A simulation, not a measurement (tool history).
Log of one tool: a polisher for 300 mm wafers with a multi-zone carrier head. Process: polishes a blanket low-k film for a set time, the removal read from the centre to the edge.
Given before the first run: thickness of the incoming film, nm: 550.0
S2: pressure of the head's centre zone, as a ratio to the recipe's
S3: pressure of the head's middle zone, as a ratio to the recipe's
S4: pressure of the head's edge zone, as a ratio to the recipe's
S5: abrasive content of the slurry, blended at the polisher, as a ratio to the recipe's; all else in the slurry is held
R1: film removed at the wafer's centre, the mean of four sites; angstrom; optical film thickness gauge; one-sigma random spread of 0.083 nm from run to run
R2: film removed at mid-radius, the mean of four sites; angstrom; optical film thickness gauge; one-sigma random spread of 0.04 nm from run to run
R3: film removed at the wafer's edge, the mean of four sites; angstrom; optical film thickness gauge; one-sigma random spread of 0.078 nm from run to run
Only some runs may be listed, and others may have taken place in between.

Run 1, hour 0: flow of slurry (ml/min) 190, S2 1, S3 1, S4 1, S5 1, polishing time (s) 35. Result: R1 81.887 angstrom, R2 83.462 angstrom, R3 80.56 angstrom.
Run 2, hour 4.9: flow of slurry (ml/min) 190, S2 1, S3 1.06, S4 1, S5 1, polishing time (s) 35. Result: R1 82.299 angstrom, R2 85.766 angstrom, R3 83.424 angstrom.
Run 3, hour 7.4: flow of slurry (ml/min) 190, S2 1, S3 1.06, S4 1, S5 1, polishing time (s) 29. Result: R1 68.036 angstrom, R2 71.926 angstrom, R3 68.143 angstrom.
Run 4, hour 8.4: flow of slurry (ml/min) 210, S2 1, S3 1.06, S4 1, S5 1, polishing time (s) 29. Result: R1 71.212 angstrom, R2 72.343 angstrom, R3 68.354 angstrom.
Run 5, hour 17.4: flow of slurry (ml/min) 210, S2 1, S3 1.06, S4 0.95, S5 1, polishing time (s) 29. Result: R1 69.507 angstrom, R2 72.304 angstrom, R3 67.078 angstrom.
Run 6, hour 18.2: flow of slurry (ml/min) 210, S2 1, S3 1.06, S4 0.95, S5 0.8, polishing time (s) 29. Result: R1 64.177 angstrom, R2 68.081 angstrom, R3 61.507 angstrom.
Run 7, hour 25.4: flow of slurry (ml/min) 205, S2 1.03, S3 1.01, S4 0.96, S5 0.8, polishing time (s) 29. Result: R1 67.738 angstrom, R2 66.793 angstrom, R3 64.198 angstrom.
Run 8, hour 33.6: flow of slurry (ml/min) 215, S2 1.04, S3 0.97, S4 0.93, S5 0.7, polishing time (s) 29. Result: R1 66.137 angstrom, R2 62.817 angstrom, R3 61.123 angstrom.
Run 9, hour 40.1: flow of slurry (ml/min) 215, S2 1.05, S3 0.95, S4 0.9, S5 0.7, polishing time (s) 29. Result: R1 68.679 angstrom, R2 62.009 angstrom, R3 59.39 angstrom.

Run 10 comes next. What will it give?
Run 10, hour 48: flow of slurry (ml/min) 210, S2 1.05, S3 0.94, S4 0.9, S5 0.7, polishing time (s) 29. Result: R1 ?, R2 ?, R3 ?.

Run 10 measured R1 65.98 angstrom, R2 61.123 angstrom, R3 59.068 angstrom.

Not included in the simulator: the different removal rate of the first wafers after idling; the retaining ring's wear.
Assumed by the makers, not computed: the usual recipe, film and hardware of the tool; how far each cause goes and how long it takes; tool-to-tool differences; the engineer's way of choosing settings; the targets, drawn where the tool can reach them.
